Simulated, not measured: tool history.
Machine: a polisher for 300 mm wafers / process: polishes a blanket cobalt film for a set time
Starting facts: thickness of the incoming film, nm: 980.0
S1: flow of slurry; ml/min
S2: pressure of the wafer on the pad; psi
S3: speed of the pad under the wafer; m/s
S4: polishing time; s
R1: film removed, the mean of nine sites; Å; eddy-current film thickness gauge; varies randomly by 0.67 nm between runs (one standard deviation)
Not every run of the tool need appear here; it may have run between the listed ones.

run 1 hour=0.0 | S1=130 S2=1.6 S3=0.94 S4=22 | R1=919.37
run 2 hour=5.4 | S1=130 S2=1.5 S3=0.94 S4=22 | R1=864.92
run 3 hour=10.3 | S1=130 S2=1.5 S3=0.94 S4=22 | R1=875.75
run 4 hour=14.1 | S1=130 S2=1.4 S3=0.94 S4=22 | R1=812.46
run 5 hour=23.0 | S1=150 S2=1.4 S3=0.94 S4=22 | R1=838.49
run 6 hour=27.4 | S1=165 S2=1.4 S3=0.94 S4=22 | R1=842.58
run 7 hour=34.8 | S1=165 S2=1.3 S3=0.94 S4=22 | R1=788.77
run 8 hour=38.9 | S1=165 S2=1.2 S3=0.94 S4=22 | R1=735.46
run 9 hour=47.7 | S1=150 S2=0.7 S3=0.92 S4=22 | R1=417.29

Predict the results of run 10:
run 10 hour=48.9 | S1=155 S2=0.7 S3=0.92 S4=22 | R1=?

{"run 10": {"R1": 424.12}}
